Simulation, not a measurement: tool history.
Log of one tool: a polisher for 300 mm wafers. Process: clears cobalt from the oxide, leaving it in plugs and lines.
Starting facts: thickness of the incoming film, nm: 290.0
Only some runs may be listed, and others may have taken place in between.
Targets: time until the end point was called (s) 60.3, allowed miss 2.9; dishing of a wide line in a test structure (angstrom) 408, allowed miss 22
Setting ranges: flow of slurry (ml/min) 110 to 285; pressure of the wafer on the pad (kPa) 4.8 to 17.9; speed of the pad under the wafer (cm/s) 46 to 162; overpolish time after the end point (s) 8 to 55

run	hour	flow of slurry (ml/min)	pressure of the wafer on the pad (kPa)	speed of the pad under the wafer (cm/s)	overpolish time after the end point (s)	time until the end point was called (s)	dishing of a wide line in a test structure (angstrom)
1	0	180	11	104	28	79.725	501.71
2	0.9	180	11	104	36	78.682	559.68
3	3.5	135	11	104	36	84.293	540.9
4	11.5	135	11.7	104	31	77.571	540.14
5	12.6	135	11.7	104	24	79.338	482.98
6	14.8	135	11.7	104	13	78.898	349.33
7	21	140	15.2	106	16	60.237	440.4
8	27.3	140	15.2	106	15	59.905	437.51

Next run, 5 choices. One meets every target within its allowed miss, the rest don't. Which?
A	33.6	125	15.9	100	17	?	?
B	33.6	120	16.5	100	10	?	?
C	33.6	150	15.9	100	13	?	?
D	33.6	155	14.5	108	18	?	?
E	33.6	130	14.5	112	18	?	?

move	time until the end point was called (s)	dishing of a wide line in a test structure (angstrom)
A	63.272	477.46
B	61.268	363.78
C	60.933	425.73
D	61.44	495.87
E	61.418	495.8
A: lands further from the targets than the last run did
B: carries the result that was furthest off beyond its target, to the other side
C: all results in spec
D: lands further from the targets than the last run did
E: lands further from the targets than the last run did
C meets every target.
